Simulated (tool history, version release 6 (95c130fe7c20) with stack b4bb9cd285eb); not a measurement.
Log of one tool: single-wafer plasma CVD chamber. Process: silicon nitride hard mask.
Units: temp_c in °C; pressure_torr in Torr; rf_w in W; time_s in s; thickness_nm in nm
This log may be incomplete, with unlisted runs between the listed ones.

run 1 hour=0.0 | temp_c=410 pressure_torr=1.65 rf_w=360 time_s=34.1 | thickness_nm=44.641
run 2 hour=1.7 | temp_c=417 pressure_torr=1.65 rf_w=360 time_s=34.1 | thickness_nm=44.664
run 3 hour=2.5 | temp_c=417 pressure_torr=1.52 rf_w=350 time_s=34.1 | thickness_nm=42.535
run 4 hour=9.4 | temp_c=417 pressure_torr=1.52 rf_w=390 time_s=34.1 | thickness_nm=46.709
run 5 hour=17.5 | temp_c=408 pressure_torr=1.52 rf_w=390 time_s=34.1 | thickness_nm=46.841
run 6 hour=25.8 | temp_c=408 pressure_torr=1.41 rf_w=375 time_s=34.1 | thickness_nm=44.012

Forecast run 7:
run 7 hour=29.6 | temp_c=408 pressure_torr=1.31 rf_w=370 time_s=34.1 | thickness_nm=?

thickness_nm: 43.108 nm

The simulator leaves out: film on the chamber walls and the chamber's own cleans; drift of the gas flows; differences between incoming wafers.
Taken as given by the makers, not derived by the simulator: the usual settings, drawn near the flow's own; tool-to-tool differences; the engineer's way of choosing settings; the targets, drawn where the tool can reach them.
